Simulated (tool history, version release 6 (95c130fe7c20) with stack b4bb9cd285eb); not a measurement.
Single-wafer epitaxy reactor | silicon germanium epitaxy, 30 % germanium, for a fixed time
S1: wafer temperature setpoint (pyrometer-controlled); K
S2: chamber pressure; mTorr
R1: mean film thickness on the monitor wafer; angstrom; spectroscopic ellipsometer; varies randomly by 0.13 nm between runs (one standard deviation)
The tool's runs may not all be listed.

{"run": 1, "hour": 0.0, "S1": 883.15, "S2": 24500, "R1": 729.97}
{"run": 2, "hour": 7.4, "S1": 881.15, "S2": 24400, "R1": 701.34}
{"run": 3, "hour": 10.4, "S1": 881.15, "S2": 20400, "R1": 642.07}
{"run": 4, "hour": 18.4, "S1": 880.15, "S2": 20400, "R1": 630.58}
{"run": 5, "hour": 26.1, "S1": 879.15, "S2": 20400, "R1": 619.35}
{"run": 6, "hour": 34.4, "S1": 879.15, "S2": 23600, "R1": 659.89}
{"run": 7, "hour": 36.2, "S1": 878.15, "S2": 23600, "R1": 650.28}
{"run": 8, "hour": 44.6, "S1": 877.15, "S2": 23600, "R1": 633.97}
{"run": 9, "hour": 51.7, "S1": 876.15, "S2": 23600, "R1": 622.6}
{"run": 10, "hour": 59.9, "S1": 875.15, "S2": 23600, "R1": 606.96}

Run 11 comes next. What will it give?
{"run": 11, "hour": 68.6, "S1": 874.15, "S2": 23600, "R1": "?"}

Run 11 gave R1 593.28 angstrom.
